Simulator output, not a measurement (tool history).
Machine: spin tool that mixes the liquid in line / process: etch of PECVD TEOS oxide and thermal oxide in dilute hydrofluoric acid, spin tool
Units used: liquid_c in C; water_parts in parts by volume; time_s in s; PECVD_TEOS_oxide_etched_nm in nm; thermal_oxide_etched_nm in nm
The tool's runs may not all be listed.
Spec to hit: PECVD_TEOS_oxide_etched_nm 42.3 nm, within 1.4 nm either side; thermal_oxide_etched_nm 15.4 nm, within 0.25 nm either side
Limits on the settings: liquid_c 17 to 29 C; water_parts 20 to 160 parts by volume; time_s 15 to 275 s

run,day,liquid_c,water_parts,time_s,PECVD_TEOS_oxide_etched_nm,thermal_oxide_etched_nm
1,0,21,90,140,19.26,7.1398
2,0.217,19,90,140,18.122,6.5878
3,0.296,20,85,140,20.15,7.238
4,0.533,20,85,190,26.916,9.9336
5,0.583,21,85,190,28.274,10.378
6,0.783,22,85,190,28.846,10.764
7,0.958,22.5,85,190,30.137,10.999
8,1.158,23,85,190,30.73,11.206
9,1.392,23.5,85,190,31.454,11.392
10,1.438,24,85,190,32.328,11.676
11,1.658,24.5,85,190,32.267,11.84
12,1.975,25,85,190,33.686,12.044
13,2.221,26.5,80,190,38.103,13.899
14,2.279,28,80,190,40.885,14.581
15,2.433,28.5,80,190,40.573,15.037

Below are 4 possible settings for the next run. Only one of them brings all results inside the allowed miss of their targets. Which is it?
A,2.588,26,80,210,?,?
B,2.588,29,55,120,?,?
C,2.588,25.5,80,210,?,?
D,2.588,27,75,195,?,?

move,PECVD_TEOS_oxide_etched_nm,thermal_oxide_etched_nm
A,41.071,14.883
B,39.8,14.423
C,40.266,14.592
D,42.603,15.438
A: moves away from the targets compared with the last run
B: moves away from the targets compared with the last run
C: moves away from the targets compared with the last run
D: every result within its allowed miss
Go with D: it meets all targets.
